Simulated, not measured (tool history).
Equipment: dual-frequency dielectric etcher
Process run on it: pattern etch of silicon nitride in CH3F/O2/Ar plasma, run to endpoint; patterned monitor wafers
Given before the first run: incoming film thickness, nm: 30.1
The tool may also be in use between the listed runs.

run 1 hour=0.0 | source_power_(W)=350 bias_power_(W)=95 | endpoint_time_(s)=46.724
run 2 hour=7.9 | source_power_(W)=370 bias_power_(W)=96 | endpoint_time_(s)=45.639
run 3 hour=14.7 | source_power_(W)=370 bias_power_(W)=103 | endpoint_time_(s)=44.526
run 4 hour=16.4 | source_power_(W)=310 bias_power_(W)=103 | endpoint_time_(s)=48.529
run 5 hour=21.8 | source_power_(W)=310 bias_power_(W)=97 | endpoint_time_(s)=48.920
run 6 hour=23.3 | source_power_(W)=280 bias_power_(W)=97 | endpoint_time_(s)=51.923
run 7 hour=27.6 | source_power_(W)=350 bias_power_(W)=102 | endpoint_time_(s)=45.653
run 8 hour=30.3 | source_power_(W)=360 bias_power_(W)=103 | endpoint_time_(s)=45.028

For run 9, what comes out?
run 9 hour=32.9 | source_power_(W)=370 bias_power_(W)=104 | endpoint_time_(s)=?

{"run 9": {"endpoint time (s)": 44.332}}
